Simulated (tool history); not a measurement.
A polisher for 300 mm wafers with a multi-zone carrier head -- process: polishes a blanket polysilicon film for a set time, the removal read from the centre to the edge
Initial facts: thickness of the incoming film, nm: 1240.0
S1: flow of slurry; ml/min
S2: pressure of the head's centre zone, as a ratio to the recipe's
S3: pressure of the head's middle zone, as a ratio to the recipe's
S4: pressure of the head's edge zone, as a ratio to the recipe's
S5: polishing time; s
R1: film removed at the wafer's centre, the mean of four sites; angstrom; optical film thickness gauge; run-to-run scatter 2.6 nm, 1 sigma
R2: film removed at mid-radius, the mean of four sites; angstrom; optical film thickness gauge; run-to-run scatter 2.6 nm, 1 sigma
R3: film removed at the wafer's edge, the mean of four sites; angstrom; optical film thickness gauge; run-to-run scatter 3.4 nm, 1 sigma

run 1 hour=0.0 | S1=175 S2=1.00 S3=1.00 S4=1.00 S5=59 | R1=4148.7 R2=4209.4 R3=4022.0
run 2 hour=6.2 | S1=175 S2=1.00 S3=1.00 S4=1.00 S5=73 | R1=5176.3 R2=5238.7 R3=4896.0
run 3 hour=10.5 | S1=175 S2=1.00 S3=1.00 S4=0.93 S5=73 | R1=5029.0 R2=5283.1 R3=4844.0
run 4 hour=15.9 | S1=175 S2=1.00 S3=1.00 S4=0.93 S5=60 | R1=4279.9 R2=4277.1 R3=4110.4
run 5 hour=21.9 | S1=175 S2=0.94 S3=1.00 S4=0.93 S5=60 | R1=4024.5 R2=4275.6 R3=3946.6
run 6 hour=26.3 | S1=175 S2=0.95 S3=1.00 S4=0.92 S5=57 | R1=3806.4 R2=4075.4 R3=3757.3
run 7 hour=29.6 | S1=175 S2=0.95 S3=1.00 S4=0.92 S5=57 | R1=3781.2 R2=4152.0 R3=3862.7
run 8 hour=32.2 | S1=170 S2=0.97 S3=1.01 S4=0.91 S5=54 | R1=3712.7 R2=3887.6 R3=3564.0
run 9 hour=35.1 | S1=165 S2=0.98 S3=1.01 S4=0.91 S5=52 | R1=3525.1 R2=3732.3 R3=3341.4

The next listed run, before its measurement:
run 10 hour=42.0 | S1=160 S2=0.99 S3=1.00 S4=0.91 S5=51 | R1=? R2=? R3=?

R1: 3514.6 angstrom
R2: 3576.5 angstrom
R3: 3315.2 angstrom
